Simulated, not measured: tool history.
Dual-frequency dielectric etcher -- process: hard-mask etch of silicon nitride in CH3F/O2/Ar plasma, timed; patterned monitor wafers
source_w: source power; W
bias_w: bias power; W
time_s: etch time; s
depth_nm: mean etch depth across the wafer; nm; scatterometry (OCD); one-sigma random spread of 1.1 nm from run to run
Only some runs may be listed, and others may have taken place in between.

| run | hour | source_w | bias_w | time_s | depth_nm |
|---|---|---|---|---|---|
| 1 | 0 | 480 | 51 | 287 | 204.3 |
| 2 | 4.3 | 440 | 50 | 287 | 197.51 |
| 3 | 9.2 | 410 | 49 | 287 | 189.43 |
| 4 | 17.4 | 400 | 49 | 287 | 188.91 |
| 5 | 25.9 | 400 | 57 | 287 | 194.87 |
| 6 | 30.3 | 380 | 56 | 287 | 191.63 |

Estimate the outcome of run 7 from the log above:
| 7 | 37.6 | 360 | 55 | 287 | ? |

Run 7 gave depth_nm 186 nm.
